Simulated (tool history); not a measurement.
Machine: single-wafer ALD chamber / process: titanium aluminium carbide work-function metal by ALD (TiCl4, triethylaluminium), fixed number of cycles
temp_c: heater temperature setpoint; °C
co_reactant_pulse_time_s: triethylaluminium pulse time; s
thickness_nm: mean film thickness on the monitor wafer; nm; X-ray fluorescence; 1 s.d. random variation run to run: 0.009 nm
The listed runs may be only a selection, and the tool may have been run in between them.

run	hour	temp_c	co_reactant_pulse_time_s	thickness_nm
1	0.0	315	7.61	2.2479
2	5.0	315	9.77	2.3400
3	8.1	307	8.29	2.1849
4	11.7	313	8.29	2.2450
5	13.5	306	7.48	2.1579
6	21.4	301	6.64	2.0410

What will run 7 give?
7	24.4	298	6.51	?

Logged for run 7: thickness_nm 1.9870 nm.

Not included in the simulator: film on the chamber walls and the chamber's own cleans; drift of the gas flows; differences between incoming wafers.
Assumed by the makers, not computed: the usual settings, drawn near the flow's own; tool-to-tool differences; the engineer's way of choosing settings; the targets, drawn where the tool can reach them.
